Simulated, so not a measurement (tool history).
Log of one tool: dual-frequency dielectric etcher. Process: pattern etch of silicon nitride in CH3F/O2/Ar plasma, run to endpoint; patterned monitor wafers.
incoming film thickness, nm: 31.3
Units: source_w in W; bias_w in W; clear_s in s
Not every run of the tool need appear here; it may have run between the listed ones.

run  hour  source_w  bias_w  clear_s
  1   0.0       430      89   38.456
  2   8.9       400      88   39.719
  3  13.2       380      87   40.908
  4  18.4       380      81   42.008
  5  21.9       310      81   44.839
  6  28.9       320      81   44.486
  7  29.6       330      81   44.091

Run 8 has not been measured yet. What should we expect?
  8  38.1       330      81        ?

{"run 8": {"clear_s": 43.811}}

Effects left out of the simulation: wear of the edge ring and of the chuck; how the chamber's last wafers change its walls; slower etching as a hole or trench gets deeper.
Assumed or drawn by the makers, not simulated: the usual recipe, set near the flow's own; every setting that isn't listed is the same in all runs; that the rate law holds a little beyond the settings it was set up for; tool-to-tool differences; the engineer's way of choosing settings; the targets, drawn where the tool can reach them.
